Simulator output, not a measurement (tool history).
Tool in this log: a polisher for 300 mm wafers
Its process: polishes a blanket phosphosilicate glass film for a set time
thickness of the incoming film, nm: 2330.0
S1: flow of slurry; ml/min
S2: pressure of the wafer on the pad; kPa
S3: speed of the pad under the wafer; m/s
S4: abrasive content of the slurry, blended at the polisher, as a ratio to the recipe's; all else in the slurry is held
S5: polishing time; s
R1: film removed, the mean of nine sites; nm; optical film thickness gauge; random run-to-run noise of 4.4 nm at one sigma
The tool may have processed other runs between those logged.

run 1 day=0 | S1=195 S2=19.3 S3=0.9 S4=1 S5=32 | R1=226.12
run 2 day=0.196 | S1=195 S2=20.7 S3=0.9 S4=1 S5=32 | R1=249.69
run 3 day=0.288 | S1=175 S2=20.7 S3=0.9 S4=1 S5=32 | R1=242.08
run 4 day=0.579 | S1=180 S2=21.4 S3=0.9 S4=1 S5=32 | R1=250.91
run 5 day=0.842 | S1=180 S2=21.4 S3=0.9 S4=1 S5=32 | R1=250.05
run 6 day=0.908 | S1=180 S2=21.4 S3=0.9 S4=1 S5=32 | R1=252.65
run 7 day=1.204 | S1=185 S2=22.1 S3=0.9 S4=1 S5=32 | R1=259.06

What does the tool deliver on the next run?
run 8 day=1.408 | S1=185 S2=22.8 S3=0.9 S4=1 S5=32 | R1=?

{"run 8": {"R1": 259.36}}
